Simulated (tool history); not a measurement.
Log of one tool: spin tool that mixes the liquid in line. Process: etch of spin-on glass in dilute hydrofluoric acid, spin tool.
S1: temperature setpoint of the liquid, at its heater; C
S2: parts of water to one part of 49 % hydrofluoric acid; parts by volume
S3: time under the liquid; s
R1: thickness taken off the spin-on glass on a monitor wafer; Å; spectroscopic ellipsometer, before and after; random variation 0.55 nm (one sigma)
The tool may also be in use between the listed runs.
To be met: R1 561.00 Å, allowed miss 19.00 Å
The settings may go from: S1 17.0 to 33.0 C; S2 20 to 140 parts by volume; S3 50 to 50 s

run,hour,S1,S2,S3,R1
1,0.0,25.0,75,50,320.44
2,2.2,21.5,75,50,278.09
3,4.8,21.5,100,50,201.74
4,8.8,21.5,100,50,203.64
5,16.8,23.0,95,50,226.57
6,20.0,23.0,95,50,228.82
7,21.3,24.0,90,50,249.15
8,28.2,28.0,60,50,458.53
9,32.5,32.0,60,50,536.19

5 next moves are on the table. One of them brings every result within its allowed miss. Which?
A,36.8,33.0,60,50,?
B,36.8,32.5,55,50,?
C,36.8,30.5,50,50,?
D,36.8,33.0,55,50,?
E,36.8,29.5,50,50,?

move,R1
A,556.62
B,600.62
C,616.38
D,612.20
E,592.67
A: meets every target
B: takes the result that was furthest off past its target
C: takes the result that was furthest off past its target
D: takes the result that was furthest off past its target
E: takes the result that was furthest off past its target
The right move is A.
